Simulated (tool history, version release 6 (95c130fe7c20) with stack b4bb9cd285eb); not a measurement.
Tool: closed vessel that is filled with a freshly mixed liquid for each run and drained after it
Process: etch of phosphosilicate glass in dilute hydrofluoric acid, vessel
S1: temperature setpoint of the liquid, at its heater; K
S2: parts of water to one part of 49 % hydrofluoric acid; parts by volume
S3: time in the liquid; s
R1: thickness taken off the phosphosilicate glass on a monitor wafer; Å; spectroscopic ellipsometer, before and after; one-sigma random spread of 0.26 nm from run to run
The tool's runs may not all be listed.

run 1 hour=0 | S1=298.15 S2=130 S3=95 | R1=398.87
run 2 hour=8.3 | S1=300.15 S2=130 S3=95 | R1=429.15
run 3 hour=11.2 | S1=300.15 S2=130 S3=95 | R1=434.69
run 4 hour=15.8 | S1=300.15 S2=105 S3=95 | R1=553.17
run 5 hour=20.1 | S1=298.15 S2=110 S3=95 | R1=486.17
run 6 hour=28.2 | S1=296.65 S2=115 S3=95 | R1=436.09
run 7 hour=33.7 | S1=295.15 S2=120 S3=95 | R1=387.68
run 8 hour=36.7 | S1=294.15 S2=125 S3=95 | R1=360.49
run 9 hour=40.6 | S1=293.15 S2=130 S3=95 | R1=327.73
run 10 hour=46.4 | S1=292.65 S2=130 S3=95 | R1=318.36

Run 11 comes next. What will it give?
run 11 hour=55 | S1=292.15 S2=130 S3=95 | R1=?

R1: 314.72 Å
